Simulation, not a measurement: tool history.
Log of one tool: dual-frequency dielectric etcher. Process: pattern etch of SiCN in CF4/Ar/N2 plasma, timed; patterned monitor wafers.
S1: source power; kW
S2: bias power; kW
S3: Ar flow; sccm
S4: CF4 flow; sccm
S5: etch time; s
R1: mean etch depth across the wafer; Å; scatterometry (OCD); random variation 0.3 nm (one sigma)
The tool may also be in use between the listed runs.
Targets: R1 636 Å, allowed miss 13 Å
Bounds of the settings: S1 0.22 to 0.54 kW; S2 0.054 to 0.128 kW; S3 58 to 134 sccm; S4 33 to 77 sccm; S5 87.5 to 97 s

Run 1, hour 0: S1 0.38 kW, S2 0.091 kW, S3 96 sccm, S4 55 sccm, S5 97 s. Result: R1 752.23 Å.
Run 2, hour 8.2: S1 0.38 kW, S2 0.091 kW, S3 96 sccm, S4 46 sccm, S5 97 s. Result: R1 740.01 Å.
Run 3, hour 15.6: S1 0.45 kW, S2 0.091 kW, S3 96 sccm, S4 46 sccm, S5 97 s. Result: R1 884.93 Å.
Run 4, hour 17.9: S1 0.41 kW, S2 0.09 kW, S3 96 sccm, S4 46 sccm, S5 97 s. Result: R1 803.5 Å.
Run 5, hour 23.5: S1 0.38 kW, S2 0.089 kW, S3 96 sccm, S4 46 sccm, S5 97 s. Result: R1 734.2 Å.
Run 6, hour 27.6: S1 0.38 kW, S2 0.089 kW, S3 88 sccm, S4 46 sccm, S5 97 s. Result: R1 745.61 Å.
Run 7, hour 34.9: S1 0.36 kW, S2 0.089 kW, S3 88 sccm, S4 46 sccm, S5 97 s. Result: R1 709.18 Å.
Run 8, hour 41.5: S1 0.35 kW, S2 0.089 kW, S3 88 sccm, S4 46 sccm, S5 97 s. Result: R1 683.65 Å.

Which of these 4 next moves meets every target?
Run A, hour 48.1: S1 0.4 kW, S2 0.076 kW, S3 63 sccm, S4 46 sccm, S5 90 s. Result: R1 ?.
Run B, hour 48.1: S1 0.38 kW, S2 0.067 kW, S3 74 sccm, S4 36 sccm, S5 91 s. Result: R1 ?.
Run C, hour 48.1: S1 0.35 kW, S2 0.093 kW, S3 97 sccm, S4 44 sccm, S5 95.5 s. Result: R1 ?.
Run D, hour 48.1: S1 0.35 kW, S2 0.089 kW, S3 92 sccm, S4 48 sccm, S5 94.5 s. Result: R1 ?.

move      R1
   A  719.06
   B  632.12
   C  667.35
   D  659.73
A: further off than the last run
B: meets every target
C: nearer than the last run, and not there yet
D: nearer than the last run, and not there yet
Move B is the one to make.
